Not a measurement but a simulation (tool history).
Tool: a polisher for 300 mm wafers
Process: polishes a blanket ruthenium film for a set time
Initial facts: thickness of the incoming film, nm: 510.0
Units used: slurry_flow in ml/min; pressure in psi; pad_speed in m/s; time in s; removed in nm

Run 1, day 0.000: slurry_flow 210 ml/min, pressure 2.5 psi, pad_speed 0.90 m/s, time 47 s. Result: removed 47.786 nm.
Run 2, day 0.112: slurry_flow 215 ml/min, pressure 2.8 psi, pad_speed 0.90 m/s, time 47 s. Result: removed 53.127 nm.
Run 3, day 0.346: slurry_flow 215 ml/min, pressure 2.8 psi, pad_speed 0.90 m/s, time 47 s. Result: removed 53.484 nm.
Run 4, day 0.696: slurry_flow 235 ml/min, pressure 2.8 psi, pad_speed 0.90 m/s, time 47 s. Result: removed 53.477 nm.
Run 5, day 0.767: slurry_flow 235 ml/min, pressure 2.4 psi, pad_speed 0.90 m/s, time 47 s. Result: removed 46.570 nm.
Run 6, day 0.871: slurry_flow 235 ml/min, pressure 2.4 psi, pad_speed 0.80 m/s, time 47 s. Result: removed 42.806 nm.
Run 7, day 0.996: slurry_flow 240 ml/min, pressure 2.8 psi, pad_speed 0.80 m/s, time 47 s. Result: removed 49.563 nm.
Run 8, day 1.150: slurry_flow 250 ml/min, pressure 3.5 psi, pad_speed 0.82 m/s, time 47 s. Result: removed 63.536 nm.

Estimate the outcome of run 9 from the log above:
Run 9, day 1.400: slurry_flow 250 ml/min, pressure 3.6 psi, pad_speed 0.82 m/s, time 47 s. Result: removed ?.

{"run 9": {"removed": 64.901}}
